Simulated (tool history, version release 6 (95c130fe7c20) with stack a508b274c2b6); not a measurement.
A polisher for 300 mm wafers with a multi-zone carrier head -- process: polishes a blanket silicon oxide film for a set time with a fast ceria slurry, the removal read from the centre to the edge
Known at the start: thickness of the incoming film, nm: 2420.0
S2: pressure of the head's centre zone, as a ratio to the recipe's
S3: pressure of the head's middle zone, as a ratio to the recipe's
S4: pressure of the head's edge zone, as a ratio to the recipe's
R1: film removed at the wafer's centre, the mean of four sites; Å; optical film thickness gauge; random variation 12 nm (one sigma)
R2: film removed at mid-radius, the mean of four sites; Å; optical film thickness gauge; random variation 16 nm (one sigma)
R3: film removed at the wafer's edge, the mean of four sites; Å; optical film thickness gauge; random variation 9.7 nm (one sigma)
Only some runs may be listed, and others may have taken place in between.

run 1 hour=0.0 | flow_of_slurry_(ml/min)=245 S2=1.00 S3=1.00 S4=1.00 polishing_time_(s)=42 | R1=7687.6 R2=7849.8 R3=7621.2
run 2 hour=5.6 | flow_of_slurry_(ml/min)=245 S2=1.00 S3=1.00 S4=1.00 polishing_time_(s)=33 | R1=5926.9 R2=5921.0 R3=5948.0
run 3 hour=12.5 | flow_of_slurry_(ml/min)=245 S2=0.94 S3=1.00 S4=1.00 polishing_time_(s)=33 | R1=5733.1 R2=6055.1 R3=5909.8
run 4 hour=21.0 | flow_of_slurry_(ml/min)=220 S2=0.94 S3=1.00 S4=1.00 polishing_time_(s)=33 | R1=5684.1 R2=5914.8 R3=5857.2
run 5 hour=24.6 | flow_of_slurry_(ml/min)=220 S2=0.94 S3=1.08 S4=1.00 polishing_time_(s)=33 | R1=5547.8 R2=6363.0 R3=5915.7
run 6 hour=25.8 | flow_of_slurry_(ml/min)=220 S2=0.94 S3=1.08 S4=1.00 polishing_time_(s)=26 | R1=4402.5 R2=4949.4 R3=4583.2
run 7 hour=28.4 | flow_of_slurry_(ml/min)=280 S2=1.04 S3=1.18 S4=1.02 polishing_time_(s)=38 | R1=7290.1 R2=8203.5 R3=6940.7
run 8 hour=37.1 | flow_of_slurry_(ml/min)=350 S2=1.08 S3=1.19 S4=1.08 polishing_time_(s)=50 | R1=10329.0 R2=11050.0 R3=9785.9
run 9 hour=42.8 | flow_of_slurry_(ml/min)=350 S2=1.08 S3=1.19 S4=1.08 polishing_time_(s)=50 | R1=10230.0 R2=11038.0 R3=9646.1

Expected results for the next run?
run 10 hour=43.4 | flow_of_slurry_(ml/min)=350 S2=1.08 S3=1.19 S4=1.07 polishing_time_(s)=51 | R1=? R2=? R3=?

Run 10 measured R1 10437.0 Å, R2 11224.0 Å, R3 9665.4 Å.
